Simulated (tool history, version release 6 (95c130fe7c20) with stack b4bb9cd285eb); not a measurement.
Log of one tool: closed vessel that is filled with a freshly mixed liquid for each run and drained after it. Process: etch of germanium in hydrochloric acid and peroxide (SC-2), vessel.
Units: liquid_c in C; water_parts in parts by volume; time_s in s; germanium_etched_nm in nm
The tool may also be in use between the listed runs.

run	hour	liquid_c	water_parts	time_s	germanium_etched_nm
1	0.0	60.0	9.0	105	384.43
2	5.2	61.0	9.0	105	389.88
3	7.4	61.0	11.5	105	380.97
4	12.0	62.0	11.5	105	394.45
5	17.4	63.0	11.5	105	405.70
6	24.3	64.0	11.5	105	420.33
7	31.3	64.5	11.5	105	423.86
8	35.2	65.0	11.5	105	431.12

Expected results for the next run?
9	36.6	65.5	11.5	105	?

germanium_etched_nm: 437.60 nm

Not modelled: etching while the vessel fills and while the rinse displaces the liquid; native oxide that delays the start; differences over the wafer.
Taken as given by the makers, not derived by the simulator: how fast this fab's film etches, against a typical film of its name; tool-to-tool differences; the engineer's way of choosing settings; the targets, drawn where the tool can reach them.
